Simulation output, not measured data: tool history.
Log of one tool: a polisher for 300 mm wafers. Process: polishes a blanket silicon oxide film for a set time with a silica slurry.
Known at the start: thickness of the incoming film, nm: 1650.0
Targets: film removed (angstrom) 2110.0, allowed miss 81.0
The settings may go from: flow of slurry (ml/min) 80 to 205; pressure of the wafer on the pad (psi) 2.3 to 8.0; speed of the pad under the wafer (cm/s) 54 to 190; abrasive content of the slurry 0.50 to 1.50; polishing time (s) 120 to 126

run  hour  flow of slurry (ml/min)  pressure of the wafer on the pad (psi)  speed of the pad under the wafer (cm/s)  abrasive content of the slurry  polishing time (s)  film removed (angstrom)
  1   0.0                      135                                     5.1                                      122                            1.00                 120                   5456.3
  2   6.1                      135                                     5.1                                      100                            1.00                 120                   4869.5
  3  14.6                      130                                     4.3                                       88                            1.00                 120                   3820.0
  4  20.9                      125                                     3.7                                       80                            1.00                 120                   3064.8
  5  26.6                       95                                     3.7                                       80                            1.00                 120                   2936.9
  6  32.2                       95                                     3.3                                       80                            1.00                 120                   2601.3
  7  39.3                       95                                     3.1                                       80                            1.00                 120                   2428.7
  8  43.7                       95                                     3.0                                       80                            1.00                 120                   2307.1
  9  52.1                       95                                     2.9                                       80                            1.00                 120                   2295.3
 10  56.6                       95                                     2.9                                       80                            1.00                 120                   2235.0
 11  60.7                       95                                     2.8                                       80                            1.00                 120                   2200.1

Which of these 5 next moves meets every target?
  A  64.8                       90                                     2.6                                       74                            1.00                 120                        ?
  B  64.8                       80                                     2.9                                       80                            0.95                 122                        ?
  C  64.8                       90                                     2.4                                       88                            1.00                 120                        ?
  D  64.8                      100                                     3.0                                       54                            0.95                 121                        ?
  E  64.8                       95                                     2.7                                       72                            0.95                 120                        ?

move  film removed (angstrom)
   A                   1942.1
   B                   2115.5
   C                   1988.2
   D                   1892.4
   E                   1945.3
A: takes the result that was furthest off past its target
B: meets every target
C: takes the result that was furthest off past its target
D: takes the result that was furthest off past its target
E: takes the result that was furthest off past its target
The right move is B.
